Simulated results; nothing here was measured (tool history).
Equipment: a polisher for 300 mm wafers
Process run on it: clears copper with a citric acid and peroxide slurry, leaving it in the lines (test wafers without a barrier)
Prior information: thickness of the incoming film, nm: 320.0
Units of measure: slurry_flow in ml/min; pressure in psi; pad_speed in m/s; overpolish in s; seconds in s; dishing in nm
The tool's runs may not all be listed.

{"run": 1, "hour": 0.0, "slurry_flow": 160, "pressure": 3.8, "pad_speed": 1.22, "slurry_solids": 1.0, "overpolish": 12, "seconds": 91.541, "dishing": 30.826}
{"run": 2, "hour": 3.9, "slurry_flow": 160, "pressure": 3.5, "pad_speed": 1.22, "slurry_solids": 1.0, "overpolish": 10, "seconds": 95.945, "dishing": 25.036}
{"run": 3, "hour": 11.1, "slurry_flow": 160, "pressure": 4.1, "pad_speed": 1.22, "slurry_solids": 1.0, "overpolish": 10, "seconds": 88.75, "dishing": 26.892}
{"run": 4, "hour": 19.4, "slurry_flow": 160, "pressure": 3.6, "pad_speed": 1.2, "slurry_solids": 1.0, "overpolish": 9, "seconds": 96.06, "dishing": 23.034}
{"run": 5, "hour": 24.1, "slurry_flow": 175, "pressure": 3.6, "pad_speed": 1.2, "slurry_solids": 1.0, "overpolish": 9, "seconds": 93.678, "dishing": 22.046}
{"run": 6, "hour": 27.3, "slurry_flow": 180, "pressure": 3.2, "pad_speed": 1.18, "slurry_solids": 1.0, "overpolish": 8, "seconds": 100.62, "dishing": 18.638}
{"run": 7, "hour": 31.6, "slurry_flow": 180, "pressure": 2.9, "pad_speed": 1.18, "slurry_solids": 1.0, "overpolish": 8, "seconds": 107.94, "dishing": 18.035}

Expected results for the next run?
{"run": 8, "hour": 38.4, "slurry_flow": 175, "pressure": 2.6, "pad_speed": 1.16, "slurry_solids": 1.0, "overpolish": 6, "seconds": "?", "dishing": "?"}

seconds: 116.960 s
dishing: 12.581 nm
